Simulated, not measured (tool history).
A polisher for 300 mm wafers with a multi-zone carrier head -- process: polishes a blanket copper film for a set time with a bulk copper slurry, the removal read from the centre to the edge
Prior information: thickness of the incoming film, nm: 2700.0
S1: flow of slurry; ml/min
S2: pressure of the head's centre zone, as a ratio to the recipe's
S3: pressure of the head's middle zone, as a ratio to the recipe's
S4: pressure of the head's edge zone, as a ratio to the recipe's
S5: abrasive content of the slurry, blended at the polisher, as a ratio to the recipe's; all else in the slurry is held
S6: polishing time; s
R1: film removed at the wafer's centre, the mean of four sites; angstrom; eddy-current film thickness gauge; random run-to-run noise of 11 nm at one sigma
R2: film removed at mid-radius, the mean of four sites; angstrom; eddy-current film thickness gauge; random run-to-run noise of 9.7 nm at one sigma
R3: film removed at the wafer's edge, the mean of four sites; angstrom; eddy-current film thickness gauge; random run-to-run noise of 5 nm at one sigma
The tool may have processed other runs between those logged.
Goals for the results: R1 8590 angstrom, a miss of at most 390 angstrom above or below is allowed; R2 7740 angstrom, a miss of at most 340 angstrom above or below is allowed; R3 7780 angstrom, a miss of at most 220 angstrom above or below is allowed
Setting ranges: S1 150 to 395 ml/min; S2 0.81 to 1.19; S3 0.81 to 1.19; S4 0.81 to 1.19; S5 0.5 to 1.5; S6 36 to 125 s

run	day	S1	S2	S3	S4	S5	S6	R1	R2	R3
1	0	250	1	1	1	1	80	11068	11123	11058
2	0.075	315	1	1	1	1	80	11342	11102	11215
3	0.333	315	1.01	0.98	0.96	0.85	75	10119	10054	9797.1
4	0.429	315	1.01	0.98	0.91	0.85	75	10073	10251	9533
5	0.779	320	1.03	0.94	0.91	0.75	73	9793	9246	8988
6	1.129	320	1.02	0.91	0.89	0.65	73	9490.2	9052.7	8719.5
7	1.317	320	1.02	0.88	0.88	0.6	72	9027	8349.9	8322
8	1.583	310	1.02	0.86	0.86	0.6	72	9259	8151.5	8358.1
9	1.746	305	1	0.87	0.82	0.5	68	7937.8	7440.8	7230.9
# day 1.983: edge zone pressure recalibrated
10	1.983	315	1.01	0.87	0.84	0.5	68	7960.2	7393.5	7573.4

Of the 5 settings listed for the next run, only one would bring every result within its allowed miss of target. Which one?
A	2.221	275	1.04	0.89	0.81	0.55	69	?	?	?
B	2.221	305	0.97	0.89	0.9	0.5	71	?	?	?
C	2.221	305	0.96	0.88	0.88	0.5	71	?	?	?
D	2.221	330	0.82	1.09	0.85	0.5	67	?	?	?
E	2.221	345	1	0.93	0.85	0.5	73	?	?	?

move	R1	R2	R3
A	8574.1	7811.9	7677.9
B	8106.3	7917	8136
C	8021.7	7862.2	8053.7
D	6512.8	8581.9	7504.6
E	8695.5	8454.5	8212.8
A: in spec on every target
B: as far off as the last run
C: nearer than the last run, and not there yet
D: moves away from the targets compared with the last run
E: meets the target for the result that was furthest off, but another lies outside its allowed miss
The move that meets every target is A.
